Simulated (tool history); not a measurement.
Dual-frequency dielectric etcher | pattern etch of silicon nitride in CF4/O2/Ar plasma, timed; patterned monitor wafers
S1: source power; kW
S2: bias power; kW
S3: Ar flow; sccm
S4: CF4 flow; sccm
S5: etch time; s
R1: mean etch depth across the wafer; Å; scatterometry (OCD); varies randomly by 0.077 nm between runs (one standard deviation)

run  hour     S1     S2   S3  S4    S5      R1
  1   0.0  0.540  0.035  102  90  12.5  214.99
  2   9.0  0.520  0.035  102  90  12.5  207.38
  3  11.2  0.520  0.035  117  90  12.5  203.61
  4  15.2  0.510  0.035  117  90  12.5  199.40
  5  17.1  0.500  0.035  117  90  12.5  194.86
  6  18.6  0.500  0.032  117  90  12.5  190.52
  7  19.2  0.490  0.032  117  90  12.5  186.35
  8  26.1  0.480  0.032  117  90  12.5  183.39
  9  33.1  0.430  0.032  117  90  12.5  161.08

Predict the results of run 10:
 10  40.4  0.460  0.032  117  90  12.5   ?

R1: 175.69 Å

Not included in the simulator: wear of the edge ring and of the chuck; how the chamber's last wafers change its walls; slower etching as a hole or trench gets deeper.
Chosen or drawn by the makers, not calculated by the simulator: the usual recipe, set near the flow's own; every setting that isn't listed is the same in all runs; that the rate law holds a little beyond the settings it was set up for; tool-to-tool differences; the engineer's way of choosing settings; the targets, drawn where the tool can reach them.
